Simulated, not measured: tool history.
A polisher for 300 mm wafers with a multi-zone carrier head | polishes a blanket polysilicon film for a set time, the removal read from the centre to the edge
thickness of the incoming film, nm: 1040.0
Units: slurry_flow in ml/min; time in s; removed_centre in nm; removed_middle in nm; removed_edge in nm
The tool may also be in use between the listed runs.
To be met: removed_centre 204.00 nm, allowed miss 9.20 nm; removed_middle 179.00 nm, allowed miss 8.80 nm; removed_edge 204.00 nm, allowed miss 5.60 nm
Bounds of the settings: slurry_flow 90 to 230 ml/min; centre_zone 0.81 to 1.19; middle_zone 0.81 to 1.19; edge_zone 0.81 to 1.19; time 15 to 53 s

| run | day | slurry_flow | centre_zone | middle_zone | edge_zone | time | removed_centre | removed_middle | removed_edge |
|---|---|---|---|---|---|---|---|---|---|
| 1 | 0.000 | 150 | 1.00 | 1.00 | 1.00 | 34 | 388.26 | 388.21 | 400.90 |
| 2 | 0.117 | 150 | 1.00 | 0.96 | 1.00 | 34 | 394.84 | 378.19 | 401.11 |
| 3 | 0.196 | 150 | 1.00 | 0.96 | 0.96 | 34 | 391.21 | 385.61 | 394.17 |
| 4 | 0.242 | 130 | 0.99 | 0.91 | 0.94 | 28 | 312.95 | 292.79 | 315.24 |
| 5 | 0.354 | 100 | 0.99 | 0.91 | 0.94 | 28 | 287.75 | 257.84 | 303.65 |
| 6 | 0.533 | 100 | 0.99 | 0.91 | 0.94 | 25 | 247.51 | 246.72 | 268.12 |
| 7 | 0.688 | 100 | 0.99 | 0.91 | 0.94 | 25 | 255.84 | 240.98 | 270.33 |
| 8 | 0.725 | 95 | 1.00 | 0.89 | 0.93 | 23 | 228.77 | 214.87 | 242.96 |
| 9 | 0.867 | 90 | 1.05 | 0.81 | 0.83 | 20 | 209.04 | 165.58 | 199.27 |

4 next moves are on the table. One of them brings every result within its allowed miss. Which?
| A | 1.008 | 90 | 0.99 | 0.81 | 0.82 | 22 | ? | ? | ? |
| B | 1.008 | 110 | 1.13 | 0.86 | 0.81 | 19 | ? | ? | ? |
| C | 1.008 | 110 | 1.07 | 0.90 | 0.81 | 19 | ? | ? | ? |
| D | 1.008 | 100 | 0.99 | 0.83 | 0.81 | 20 | ? | ? | ? |

| move | removed_centre | removed_middle | removed_edge |
|---|---|---|---|
| A | 212.14 | 185.79 | 221.24 |
| B | 226.69 | 180.38 | 199.02 |
| C | 214.63 | 187.34 | 198.91 |
| D | 201.61 | 179.01 | 205.30 |
A: brings the result that was furthest off to its target, and leaves another outside
B: brings the result that was furthest off to its target, and leaves another outside
C: brings the result that was furthest off to its target, and leaves another outside
D: meets every target
The right move is D.

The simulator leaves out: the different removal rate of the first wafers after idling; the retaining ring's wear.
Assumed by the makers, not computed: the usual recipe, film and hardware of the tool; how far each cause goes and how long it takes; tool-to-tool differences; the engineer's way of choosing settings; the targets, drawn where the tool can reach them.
